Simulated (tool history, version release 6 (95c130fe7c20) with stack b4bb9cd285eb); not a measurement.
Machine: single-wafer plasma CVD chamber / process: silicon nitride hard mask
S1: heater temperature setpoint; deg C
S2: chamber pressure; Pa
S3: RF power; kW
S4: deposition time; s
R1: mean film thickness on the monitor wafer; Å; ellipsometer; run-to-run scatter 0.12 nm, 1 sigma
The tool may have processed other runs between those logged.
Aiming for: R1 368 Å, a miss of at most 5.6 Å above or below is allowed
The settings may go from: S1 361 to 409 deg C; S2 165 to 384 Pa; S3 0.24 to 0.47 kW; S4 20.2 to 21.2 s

{"run": 1, "hour": 0.0, "S1": 385, "S2": 275, "S3": 0.355, "S4": 21.2, "R1": 328.99}
{"run": 2, "hour": 2.8, "S1": 385, "S2": 292, "S3": 0.36, "S4": 21.2, "R1": 336.61}
{"run": 3, "hour": 6.9, "S1": 385, "S2": 292, "S3": 0.36, "S4": 20.2, "R1": 320.2}
{"run": 4, "hour": 13.6, "S1": 385, "S2": 305, "S3": 0.37, "S4": 20.2, "R1": 329.68}
{"run": 5, "hour": 19.8, "S1": 385, "S2": 316, "S3": 0.38, "S4": 20.2, "R1": 338.59}
{"run": 6, "hour": 20.6, "S1": 385, "S2": 316, "S3": 0.38, "S4": 20.2, "R1": 338.1}
{"run": 7, "hour": 24.4, "S1": 385, "S2": 325, "S3": 0.385, "S4": 20.2, "R1": 343.94}
{"run": 8, "hour": 28.1, "S1": 385, "S2": 333, "S3": 0.39, "S4": 20.2, "R1": 348.07}

Exactly one of the 4 candidate moves below puts every result within its allowed miss. Which one?
{"run": "A", "hour": 31.8, "S1": 389, "S2": 316, "S3": 0.415, "S4": 20.9, "R1": "?"}
{"run": "B", "hour": 31.8, "S1": 382, "S2": 368, "S3": 0.415, "S4": 21, "R1": "?"}
{"run": "C", "hour": 31.8, "S1": 390, "S2": 380, "S3": 0.39, "S4": 20.2, "R1": "?"}
{"run": "D", "hour": 31.8, "S1": 385, "S2": 355, "S3": 0.435, "S4": 20.2, "R1": "?"}

move=A R1=372.4
move=B R1=385.84
move=C R1=357.62
move=D R1=379.56
A: every result within its allowed miss
B: moves the result that the last run missed by most past its target, out the other side
C: better than the last run, though not everything is in spec
D: moves the result that the last run missed by most past its target, out the other side
A meets every target.
